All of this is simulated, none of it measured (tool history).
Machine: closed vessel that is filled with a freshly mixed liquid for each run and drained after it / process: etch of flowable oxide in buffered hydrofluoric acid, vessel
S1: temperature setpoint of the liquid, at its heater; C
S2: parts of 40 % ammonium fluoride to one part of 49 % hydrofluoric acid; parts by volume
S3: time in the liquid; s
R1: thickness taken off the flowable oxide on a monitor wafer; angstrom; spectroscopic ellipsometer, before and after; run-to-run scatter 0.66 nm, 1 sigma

Run 1, hour 0: S1 23 C, S2 17.5 parts by volume, S3 85 s. Result: R1 1041.7 angstrom.
Run 2, hour 4.3: S1 25 C, S2 17 parts by volume, S3 85 s. Result: R1 1202 angstrom.
Run 3, hour 9.9: S1 25 C, S2 17 parts by volume, S3 95 s. Result: R1 1347.3 angstrom.
Run 4, hour 17.6: S1 26.5 C, S2 17 parts by volume, S3 95 s. Result: R1 1452.2 angstrom.
Run 5, hour 22.7: S1 26.5 C, S2 17 parts by volume, S3 85 s. Result: R1 1305.9 angstrom.
Run 6, hour 29.4: S1 26.5 C, S2 19.5 parts by volume, S3 85 s. Result: R1 1133.4 angstrom.
Run 7, hour 37.6: S1 27.5 C, S2 18.5 parts by volume, S3 85 s. Result: R1 1274.2 angstrom.
Run 8, hour 46.5: S1 28.5 C, S2 18 parts by volume, S3 85 s. Result: R1 1379.2 angstrom.
Run 9, hour 51.5: S1 29 C, S2 17.5 parts by volume, S3 85 s. Result: R1 1454.8 angstrom.
Run 10, hour 53.2: S1 29.5 C, S2 17 parts by volume, S3 85 s. Result: R1 1535.3 angstrom.

Run 11 has not been measured yet. What should we expect?
Run 11, hour 54.4: S1 30 C, S2 16.5 parts by volume, S3 85 s. Result: R1 ?.

R1: 1621.1 angstrom
